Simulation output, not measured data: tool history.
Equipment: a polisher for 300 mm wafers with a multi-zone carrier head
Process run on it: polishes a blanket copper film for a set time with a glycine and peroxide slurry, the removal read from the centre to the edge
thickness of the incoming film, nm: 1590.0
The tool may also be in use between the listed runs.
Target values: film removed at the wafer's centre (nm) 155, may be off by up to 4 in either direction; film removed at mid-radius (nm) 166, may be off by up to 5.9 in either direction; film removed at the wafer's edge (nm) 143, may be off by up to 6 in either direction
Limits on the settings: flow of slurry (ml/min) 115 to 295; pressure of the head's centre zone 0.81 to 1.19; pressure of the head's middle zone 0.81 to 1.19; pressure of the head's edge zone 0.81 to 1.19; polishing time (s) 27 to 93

| run | hour | flow of slurry (ml/min) | pressure of the head's centre zone | pressure of the head's middle zone | pressure of the head's edge zone | polishing time (s) | film removed at the wafer's centre (nm) | film removed at mid-radius (nm) | film removed at the wafer's edge (nm) |
|---|---|---|---|---|---|---|---|---|---|
| 1 | 0 | 190 | 1 | 1 | 1 | 59 | 253.48 | 263.11 | 245.69 |
| 2 | 1.1 | 190 | 0.99 | 1 | 0.95 | 51 | 220.57 | 225.32 | 208.93 |
| 3 | 5.6 | 190 | 1.07 | 1 | 0.95 | 51 | 233.82 | 223.95 | 214.24 |
| 4 | 12.5 | 190 | 1.14 | 1 | 0.95 | 51 | 249.76 | 226.68 | 216.41 |
| 5 | 20.8 | 190 | 1.14 | 0.95 | 0.95 | 51 | 250.6 | 218.47 | 214.39 |
| 6 | 25.8 | 195 | 1.09 | 0.98 | 0.91 | 45 | 212.1 | 195.41 | 190.19 |
| 7 | 33.9 | 185 | 1.08 | 1.03 | 0.88 | 41 | 189.13 | 186.84 | 165.55 |
| 8 | 38.6 | 170 | 1.05 | 1.02 | 0.86 | 41 | 182.56 | 179.16 | 163.4 |
| 9 | 39.1 | 160 | 1.03 | 1.03 | 0.85 | 40 | 172.33 | 174.99 | 155.35 |
| 10 | 47.2 | 150 | 1.01 | 1.03 | 0.84 | 40 | 167.35 | 172.07 | 153.64 |
| 11 | 54.6 | 145 | 1 | 1.04 | 0.83 | 40 | 162.76 | 168.9 | 150.15 |
| 12 | 59.8 | 140 | 1 | 1.05 | 0.82 | 40 | 163.52 | 172.18 | 154.91 |
| 13 | 64.3 | 140 | 1 | 1.05 | 0.82 | 40 | 160.94 | 170.48 | 146.15 |
| 14 | 73.1 | 135 | 1 | 1.05 | 0.82 | 40 | 160.84 | 172.5 | 148.62 |

Pick the move, out of 4, that brings all results within their allowed miss; only one does.
| A | 81.9 | 145 | 0.93 | 1.11 | 0.85 | 41 | ? | ? | ? |
| B | 81.9 | 145 | 0.94 | 0.97 | 0.84 | 41 | ? | ? | ? |
| C | 81.9 | 125 | 1.02 | 1.08 | 0.82 | 39 | ? | ? | ? |
| D | 81.9 | 185 | 1.08 | 1.08 | 0.86 | 36 | ? | ? | ? |

| move | film removed at the wafer's centre (nm) | film removed at mid-radius (nm) | film removed at the wafer's edge (nm) |
|---|---|---|---|
| A | 156.21 | 187.24 | 158.02 |
| B | 157.6 | 168.52 | 157.63 |
| C | 154.96 | 167.83 | 144.62 |
| D | 166.14 | 168.76 | 144.36 |
A: gets the furthest-off result to its target, but another result is out of tolerance
B: gets the furthest-off result to its target, but another result is out of tolerance
C: in spec on every target
D: lands further from the targets than the last run did
So the answer is move C, the one that meets all the targets.

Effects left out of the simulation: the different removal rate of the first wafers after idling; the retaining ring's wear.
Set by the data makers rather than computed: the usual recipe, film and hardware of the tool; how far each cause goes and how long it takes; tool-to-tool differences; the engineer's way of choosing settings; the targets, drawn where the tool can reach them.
